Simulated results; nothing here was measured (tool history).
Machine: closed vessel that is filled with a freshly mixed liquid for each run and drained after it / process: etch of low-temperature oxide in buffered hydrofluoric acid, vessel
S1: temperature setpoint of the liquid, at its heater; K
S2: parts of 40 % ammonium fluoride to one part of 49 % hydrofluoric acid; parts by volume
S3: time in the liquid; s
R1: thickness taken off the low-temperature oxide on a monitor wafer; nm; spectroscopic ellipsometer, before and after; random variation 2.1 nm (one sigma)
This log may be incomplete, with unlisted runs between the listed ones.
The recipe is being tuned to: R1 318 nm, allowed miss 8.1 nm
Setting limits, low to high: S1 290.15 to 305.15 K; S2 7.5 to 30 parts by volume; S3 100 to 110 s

run,hour,S1,S2,S3,R1
1,0,297.15,21,100,373.91
2,1.2,296.65,21,100,366.26
3,3.9,296.65,21,100,361.02
4,8.7,298.65,21,100,404.56
5,12.5,297.15,21,100,374.2
6,20.7,298.65,21,100,410.6
7,27.8,297.65,21,100,380.72
8,30.8,296.65,21,100,362.9
9,31.7,296.15,21,100,351.65
10,33.1,295.65,21,100,344.45
11,34.6,295.15,21,100,335.19

Which single option among these 4 for the next run brings every result within its allowed miss of target? Just one does.
A,36.1,296.15,24,105,?
B,36.1,292.65,18,100,?
C,36.1,293.65,19,100,?
D,36.1,294.65,21.5,100,?

move,R1
A,340.47
B,335.7
C,336.62
D,321.9
A: misses by more than the last run did
B: about the same distance from the targets as the last run
C: misses by more than the last run did
D: each result inside its tolerance
Correct choice: D, which meets every target

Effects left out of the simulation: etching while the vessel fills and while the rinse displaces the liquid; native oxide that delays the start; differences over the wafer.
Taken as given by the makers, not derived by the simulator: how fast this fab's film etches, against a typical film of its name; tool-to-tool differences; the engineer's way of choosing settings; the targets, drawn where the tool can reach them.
